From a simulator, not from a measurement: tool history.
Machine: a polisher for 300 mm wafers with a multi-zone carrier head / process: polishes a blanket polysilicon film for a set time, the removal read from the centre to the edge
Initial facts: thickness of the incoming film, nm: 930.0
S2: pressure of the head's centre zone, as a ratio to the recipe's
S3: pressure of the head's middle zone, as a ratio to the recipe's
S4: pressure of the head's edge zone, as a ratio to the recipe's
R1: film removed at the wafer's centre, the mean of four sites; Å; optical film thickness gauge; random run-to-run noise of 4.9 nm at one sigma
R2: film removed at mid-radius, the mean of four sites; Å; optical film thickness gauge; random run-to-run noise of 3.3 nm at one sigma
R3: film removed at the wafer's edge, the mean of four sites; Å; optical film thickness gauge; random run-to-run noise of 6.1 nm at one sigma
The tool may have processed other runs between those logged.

{"run": 1, "hour": 0.0, "flow of slurry (ml/min)": 210, "S2": 1, "S3": 1, "S4": 1, "polishing time (s)": 51, "R1": 2866.4, "R2": 2975, "R3": 2914.8}
{"run": 2, "hour": 5.6, "flow of slurry (ml/min)": 210, "S2": 1, "S3": 1, "S4": 1, "polishing time (s)": 44, "R1": 2479.2, "R2": 2476.3, "R3": 2569}
{"run": 3, "hour": 7.6, "flow of slurry (ml/min)": 225, "S2": 1.02, "S3": 0.97, "S4": 1.06, "polishing time (s)": 51, "R1": 2988.2, "R2": 2885.4, "R3": 2978.9}
{"run": 4, "hour": 15.6, "flow of slurry (ml/min)": 225, "S2": 1.02, "S3": 0.97, "S4": 1.09, "polishing time (s)": 51, "R1": 2944.2, "R2": 2863, "R3": 3100.8}
{"run": 5, "hour": 17.3, "flow of slurry (ml/min)": 220, "S2": 1.05, "S3": 0.97, "S4": 1.12, "polishing time (s)": 56, "R1": 3329.5, "R2": 3161.1, "R3": 3402.6}
{"run": 6, "hour": 18.5, "flow of slurry (ml/min)": 220, "S2": 1.05, "S3": 0.97, "S4": 1.07, "polishing time (s)": 56, "R1": 3256.3, "R2": 3129.5, "R3": 3388.8}
{"run": 7, "hour": 20.1, "flow of slurry (ml/min)": 230, "S2": 1.09, "S3": 0.99, "S4": 1.09, "polishing time (s)": 59, "R1": 3666.4, "R2": 3379, "R3": 3530.5}

What does the tool deliver on the next run?
{"run": 8, "hour": 23.0, "flow of slurry (ml/min)": 230, "S2": 1.09, "S3": 0.98, "S4": 1.11, "polishing time (s)": 62, "R1": "?", "R2": "?", "R3": "?"}

R1: 3868.7 Å
R2: 3522.4 Å
R3: 3756.5 Å
